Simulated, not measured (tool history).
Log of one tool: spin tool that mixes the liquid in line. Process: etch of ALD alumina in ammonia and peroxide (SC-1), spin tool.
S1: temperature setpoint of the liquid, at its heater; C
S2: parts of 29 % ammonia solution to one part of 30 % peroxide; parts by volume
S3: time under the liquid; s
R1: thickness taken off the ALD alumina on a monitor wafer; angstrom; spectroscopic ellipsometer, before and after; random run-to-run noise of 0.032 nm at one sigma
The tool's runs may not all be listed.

run,hour,S1,S2,S3,R1
1,0,59,0.8,165,148.96
2,7.8,57,0.8,165,134.74
3,13.1,55.5,0.8,165,123.66
4,17.9,55.5,0.8,165,123.66
5,26,55.5,1.05,165,127.86
6,30.8,55.5,1.2,165,128.98

Estimate the outcome of run 7 from the log above:
7,38.7,47.5,1.15,165,?

{"run 7": {"R1": 82.444}}

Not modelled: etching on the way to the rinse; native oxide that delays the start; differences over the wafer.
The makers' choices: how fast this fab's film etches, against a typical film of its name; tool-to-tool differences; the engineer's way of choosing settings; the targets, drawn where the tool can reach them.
